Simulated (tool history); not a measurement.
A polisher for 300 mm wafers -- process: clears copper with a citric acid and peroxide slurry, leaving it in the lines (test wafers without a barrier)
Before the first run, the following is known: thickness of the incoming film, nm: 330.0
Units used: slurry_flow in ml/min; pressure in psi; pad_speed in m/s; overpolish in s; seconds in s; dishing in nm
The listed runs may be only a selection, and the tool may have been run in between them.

run	hour	slurry_flow	pressure	pad_speed	slurry_solids	overpolish	seconds	dishing
1	0	270	2.5	1.18	1	16	182.76	19.038
2	7.1	270	2.5	1.18	0.85	16	189.58	19.126
3	10.1	265	2.3	1.18	0.85	17	200.55	19.06
4	14.3	265	2.3	1.04	0.85	17	215.64	17.736
5	15	265	2.1	1.04	0.85	18	228.7	17.249
6	18	260	1.9	1.04	0.85	19	247.34	17.229
# hour 23.6: worn pad replaced by a new one
7	23.6	260	1.8	1.04	0.85	19	235.33	17.716

Run 8 is up next; what results do you expect?
8	25.4	260	1.6	1.02	0.85	20	?	?

seconds: 260.37 s
dishing: 16.818 nm

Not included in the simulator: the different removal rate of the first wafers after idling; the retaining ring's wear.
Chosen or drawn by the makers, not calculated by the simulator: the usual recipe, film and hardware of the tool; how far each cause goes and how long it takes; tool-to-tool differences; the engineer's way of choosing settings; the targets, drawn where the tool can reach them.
